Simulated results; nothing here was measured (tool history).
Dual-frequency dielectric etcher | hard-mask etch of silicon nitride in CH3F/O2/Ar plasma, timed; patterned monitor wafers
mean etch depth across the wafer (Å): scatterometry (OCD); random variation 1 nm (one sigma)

run,hour,source power (W),bias power (W),etch time (s),mean etch depth across the wafer (Å)
1,0.0,530,71,209.0,1459.8
2,6.5,530,62,209.0,1398.3
3,10.6,550,64,209.5,1419.2
4,15.7,560,67,210.5,1465.4
5,21.3,560,67,218.5,1516.6
6,29.1,580,69,218.5,1575.5
7,35.6,590,70,218.5,1573.3

Run 8 comes next. What will it give?
8,37.4,600,71,218.5,?

mean etch depth across the wafer (Å): 1605.5

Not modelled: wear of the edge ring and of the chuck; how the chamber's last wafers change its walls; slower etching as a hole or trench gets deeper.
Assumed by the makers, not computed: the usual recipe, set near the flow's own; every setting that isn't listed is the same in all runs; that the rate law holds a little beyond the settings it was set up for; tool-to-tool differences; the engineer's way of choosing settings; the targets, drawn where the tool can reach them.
